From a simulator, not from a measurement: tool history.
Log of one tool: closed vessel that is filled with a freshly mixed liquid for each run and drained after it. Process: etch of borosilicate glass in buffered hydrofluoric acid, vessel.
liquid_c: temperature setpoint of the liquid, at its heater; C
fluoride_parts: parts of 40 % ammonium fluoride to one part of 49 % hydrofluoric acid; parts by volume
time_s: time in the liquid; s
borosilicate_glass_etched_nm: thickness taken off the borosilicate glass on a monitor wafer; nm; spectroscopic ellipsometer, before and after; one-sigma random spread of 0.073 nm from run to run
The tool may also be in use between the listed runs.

| run | hour | liquid_c | fluoride_parts | time_s | borosilicate_glass_etched_nm |
|---|---|---|---|---|---|
| 1 | 0.0 | 21.0 | 8.0 | 30 | 35.351 |
| 2 | 8.3 | 19.5 | 8.0 | 30 | 32.764 |
| 3 | 9.9 | 19.0 | 8.5 | 30 | 29.635 |
| 4 | 17.5 | 19.0 | 8.5 | 30 | 29.785 |
| 5 | 19.8 | 19.0 | 8.5 | 30 | 29.838 |
| 6 | 27.9 | 21.0 | 8.5 | 30 | 33.146 |
| 7 | 28.5 | 20.0 | 9.0 | 30 | 29.450 |

Run 8, settings as shown, results not yet in. Your forecast:
| 8 | 34.6 | 19.5 | 9.5 | 30 | ? |

Run 8 measured borosilicate_glass_etched_nm 27.686 nm.
